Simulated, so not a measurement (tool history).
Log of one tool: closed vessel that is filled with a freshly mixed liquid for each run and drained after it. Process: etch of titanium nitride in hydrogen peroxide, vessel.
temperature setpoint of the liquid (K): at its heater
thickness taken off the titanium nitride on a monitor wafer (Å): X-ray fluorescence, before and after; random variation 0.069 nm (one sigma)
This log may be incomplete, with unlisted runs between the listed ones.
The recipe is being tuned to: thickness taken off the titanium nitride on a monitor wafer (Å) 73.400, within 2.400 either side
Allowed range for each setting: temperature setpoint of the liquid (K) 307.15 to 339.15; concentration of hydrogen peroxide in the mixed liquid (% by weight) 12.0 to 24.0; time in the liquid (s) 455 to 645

run	hour	temperature setpoint of the liquid (K)	concentration of hydrogen peroxide in the mixed liquid (% by weight)	time in the liquid (s)	thickness taken off the titanium nitride on a monitor wafer (Å)
1	0.0	323.15	16.0	645	149.400
2	6.9	321.65	16.0	645	136.310
3	8.7	320.15	16.0	645	120.870
4	15.5	319.15	16.0	645	111.890
5	20.0	318.15	16.0	645	105.170
6	23.2	317.15	16.0	645	96.256
7	27.0	316.65	16.0	645	91.906
8	29.7	316.15	16.0	645	88.723
9	34.1	315.65	16.0	645	86.221
10	35.0	315.15	16.0	645	82.387

Of the 4 settings listed for the next run, only one would bring every result within its allowed miss of target. Which one?
A	35.9	317.15	14.5	455	?
B	35.9	317.15	16.5	645	?
C	35.9	312.15	18.5	645	?
D	35.9	313.65	16.0	645	?

move	thickness taken off the titanium nitride on a monitor wafer (Å)
A	67.344
B	98.102
C	68.672
D	74.746
A: the result that was furthest off in the last run now lies on the other side of its target
B: further off than the last run
C: the result that was furthest off in the last run now lies on the other side of its target
D: hits every target within its allowed miss
D meets every target.

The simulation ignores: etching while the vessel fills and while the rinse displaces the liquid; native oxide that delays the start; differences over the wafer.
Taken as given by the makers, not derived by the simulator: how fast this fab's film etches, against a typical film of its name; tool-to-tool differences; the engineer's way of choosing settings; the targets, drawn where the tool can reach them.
